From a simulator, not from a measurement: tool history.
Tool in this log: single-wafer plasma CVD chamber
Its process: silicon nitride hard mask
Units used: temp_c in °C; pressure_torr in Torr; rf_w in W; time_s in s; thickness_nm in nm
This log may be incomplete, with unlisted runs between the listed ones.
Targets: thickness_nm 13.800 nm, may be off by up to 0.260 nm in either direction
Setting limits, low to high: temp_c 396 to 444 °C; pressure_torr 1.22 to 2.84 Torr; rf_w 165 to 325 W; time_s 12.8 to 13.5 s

{"run": 1, "hour": 0.0, "temp_c": 420, "pressure_torr": 2.03, "rf_w": 245, "time_s": 13.5, "thickness_nm": 15.107}
{"run": 2, "hour": 1.7, "temp_c": 420, "pressure_torr": 1.95, "rf_w": 245, "time_s": 13.5, "thickness_nm": 14.996}
{"run": 3, "hour": 3.4, "temp_c": 414, "pressure_torr": 1.95, "rf_w": 245, "time_s": 13.5, "thickness_nm": 15.076}
{"run": 4, "hour": 7.4, "temp_c": 414, "pressure_torr": 1.87, "rf_w": 245, "time_s": 13.5, "thickness_nm": 14.905}
{"run": 5, "hour": 10.3, "temp_c": 414, "pressure_torr": 1.8, "rf_w": 245, "time_s": 13.5, "thickness_nm": 14.777}
{"run": 6, "hour": 18.4, "temp_c": 406, "pressure_torr": 1.8, "rf_w": 245, "time_s": 13.5, "thickness_nm": 14.865}
{"run": 7, "hour": 20.9, "temp_c": 406, "pressure_torr": 1.73, "rf_w": 245, "time_s": 13.5, "thickness_nm": 14.775}
{"run": 8, "hour": 24.5, "temp_c": 406, "pressure_torr": 1.67, "rf_w": 245, "time_s": 13.5, "thickness_nm": 14.686}
{"run": 9, "hour": 33.2, "temp_c": 406, "pressure_torr": 1.62, "rf_w": 245, "time_s": 13.5, "thickness_nm": 14.578}
{"run": 10, "hour": 38.5, "temp_c": 406, "pressure_torr": 1.57, "rf_w": 245, "time_s": 13.5, "thickness_nm": 14.542}
{"run": 11, "hour": 42.4, "temp_c": 406, "pressure_torr": 1.53, "rf_w": 245, "time_s": 13.5, "thickness_nm": 14.421}
{"run": 12, "hour": 47.1, "temp_c": 406, "pressure_torr": 1.49, "rf_w": 245, "time_s": 13.5, "thickness_nm": 14.334}
{"run": 13, "hour": 53.0, "temp_c": 406, "pressure_torr": 1.45, "rf_w": 245, "time_s": 13.5, "thickness_nm": 14.236}
{"run": 14, "hour": 54.8, "temp_c": 406, "pressure_torr": 1.42, "rf_w": 245, "time_s": 13.5, "thickness_nm": 14.161}

Which of these 5 next moves meets every target?
{"run": "A", "hour": 56.6, "temp_c": 404, "pressure_torr": 1.33, "rf_w": 240, "time_s": 12.9, "thickness_nm": "?"}
{"run": "B", "hour": 56.6, "temp_c": 407, "pressure_torr": 1.56, "rf_w": 250, "time_s": 13.3, "thickness_nm": "?"}
{"run": "C", "hour": 56.6, "temp_c": 406, "pressure_torr": 1.54, "rf_w": 260, "time_s": 13.2, "thickness_nm": "?"}
{"run": "D", "hour": 56.6, "temp_c": 406, "pressure_torr": 1.56, "rf_w": 230, "time_s": 12.8, "thickness_nm": "?"}
{"run": "E", "hour": 56.6, "temp_c": 403, "pressure_torr": 1.32, "rf_w": 245, "time_s": 13.3, "thickness_nm": "?"}

move=A thickness_nm=13.284
move=B thickness_nm=14.482
move=C thickness_nm=14.711
move=D thickness_nm=13.220
move=E thickness_nm=13.864
A: takes the result that was furthest off past its target
B: lands further from the targets than the last run did
C: lands further from the targets than the last run did
D: takes the result that was furthest off past its target
E: meets every target
Correct choice: E, which meets every target

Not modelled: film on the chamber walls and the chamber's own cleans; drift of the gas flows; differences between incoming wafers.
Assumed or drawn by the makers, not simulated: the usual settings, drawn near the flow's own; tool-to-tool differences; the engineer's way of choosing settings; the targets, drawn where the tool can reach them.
